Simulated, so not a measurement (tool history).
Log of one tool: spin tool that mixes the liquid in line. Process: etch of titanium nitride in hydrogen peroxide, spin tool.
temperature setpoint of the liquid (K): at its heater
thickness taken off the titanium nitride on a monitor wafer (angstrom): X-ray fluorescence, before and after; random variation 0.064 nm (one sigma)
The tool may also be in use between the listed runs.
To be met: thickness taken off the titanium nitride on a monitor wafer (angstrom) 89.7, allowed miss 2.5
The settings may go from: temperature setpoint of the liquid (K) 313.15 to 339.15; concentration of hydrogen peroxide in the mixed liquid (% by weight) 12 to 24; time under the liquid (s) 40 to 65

run	hour	temperature setpoint of the liquid (K)	concentration of hydrogen peroxide in the mixed liquid (% by weight)	time under the liquid (s)	thickness taken off the titanium nitride on a monitor wafer (angstrom)
1	0	329.15	16	65	46.044
2	4.1	331.15	16	65	52.277
3	4.7	332.65	16	65	58.463
4	11.9	333.65	16	65	62.797
5	19.5	333.65	16	65	62.624
6	23.1	334.65	16	65	67.367
7	28.1	335.65	16	65	71.958
8	34.3	336.15	16	65	74.337
9	42.8	336.65	16	65	76.489
10	46.9	337.15	16	65	80.12
11	55.4	337.65	16	65	81.321
12	57.2	338.15	16	65	85.363

5 next moves are on the table. One of them brings every result within its allowed miss. Which?
A	59	337.65	18	65	?
B	59	337.15	17	65	?
C	59	337.15	14.5	65	?
D	59	337.65	12.5	65	?
E	59	339.15	16	65	?

move	thickness taken off the titanium nitride on a monitor wafer (angstrom)
A	84.996
B	81.234
C	78.552
D	78.713
E	91.509
A: further off than the last run
B: further off than the last run
C: further off than the last run
D: further off than the last run
E: meets every target
The right move is E.
